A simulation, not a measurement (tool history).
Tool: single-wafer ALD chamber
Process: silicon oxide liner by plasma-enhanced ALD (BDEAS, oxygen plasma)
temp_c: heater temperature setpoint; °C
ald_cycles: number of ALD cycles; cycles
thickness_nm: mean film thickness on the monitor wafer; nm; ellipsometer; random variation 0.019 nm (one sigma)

run  hour  temp_c  ald_cycles  thickness_nm
  1   0.0     315          62        5.6512
  2   3.5     315          65        5.8510
  3  11.3     324          65        5.7564
  4  16.9     325          60        5.3538
  5  22.6     319          60        5.4209
  6  25.6     320          57        5.1547
  7  31.7     321          55        4.9377

Run 8 comes next. What will it give?
  8  32.5     321          54             ?

thickness_nm: 4.8388 nm
